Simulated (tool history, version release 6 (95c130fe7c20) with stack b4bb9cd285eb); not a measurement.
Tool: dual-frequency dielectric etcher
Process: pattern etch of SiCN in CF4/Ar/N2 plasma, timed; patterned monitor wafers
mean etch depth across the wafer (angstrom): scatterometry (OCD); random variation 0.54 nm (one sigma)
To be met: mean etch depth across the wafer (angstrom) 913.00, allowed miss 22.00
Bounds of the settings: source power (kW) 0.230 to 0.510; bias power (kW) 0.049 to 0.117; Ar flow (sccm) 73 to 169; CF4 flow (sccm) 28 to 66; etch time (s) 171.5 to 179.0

| run | day | source power (kW) | bias power (kW) | Ar flow (sccm) | CF4 flow (sccm) | etch time (s) | mean etch depth across the wafer (angstrom) |
|---|---|---|---|---|---|---|---|
| 1 | 0.000 | 0.370 | 0.083 | 121 | 47 | 171.5 | 1182.70 |
| 2 | 0.212 | 0.370 | 0.083 | 121 | 47 | 171.5 | 1193.80 |
| 3 | 0.300 | 0.360 | 0.083 | 121 | 47 | 171.5 | 1153.30 |
| 4 | 0.392 | 0.350 | 0.083 | 121 | 47 | 171.5 | 1134.50 |
| 5 | 0.725 | 0.340 | 0.083 | 121 | 47 | 171.5 | 1104.20 |
| 6 | 1.038 | 0.330 | 0.083 | 121 | 47 | 171.5 | 1082.60 |
| 7 | 1.392 | 0.320 | 0.083 | 121 | 47 | 171.5 | 1039.90 |
| 8 | 1.488 | 0.290 | 0.082 | 121 | 47 | 171.5 | 958.04 |

5 next moves are on the table. One of them brings every result within its allowed miss. Which?
| A | 1.583 | 0.250 | 0.093 | 125 | 46 | 178.0 | ? |
| B | 1.583 | 0.300 | 0.083 | 133 | 47 | 175.0 | ? |
| C | 1.583 | 0.330 | 0.076 | 122 | 48 | 171.5 | ? |
| D | 1.583 | 0.340 | 0.068 | 140 | 49 | 178.0 | ? |
| E | 1.583 | 0.260 | 0.091 | 123 | 52 | 179.0 | ? |

| move | mean etch depth across the wafer (angstrom) |
|---|---|
| A | 902.25 |
| B | 993.52 |
| C | 1034.80 |
| D | 1040.10 |
| E | 948.01 |
A: meets every target
B: further off than the last run
C: further off than the last run
D: further off than the last run
E: nearer than the last run, and not there yet
Answer: A

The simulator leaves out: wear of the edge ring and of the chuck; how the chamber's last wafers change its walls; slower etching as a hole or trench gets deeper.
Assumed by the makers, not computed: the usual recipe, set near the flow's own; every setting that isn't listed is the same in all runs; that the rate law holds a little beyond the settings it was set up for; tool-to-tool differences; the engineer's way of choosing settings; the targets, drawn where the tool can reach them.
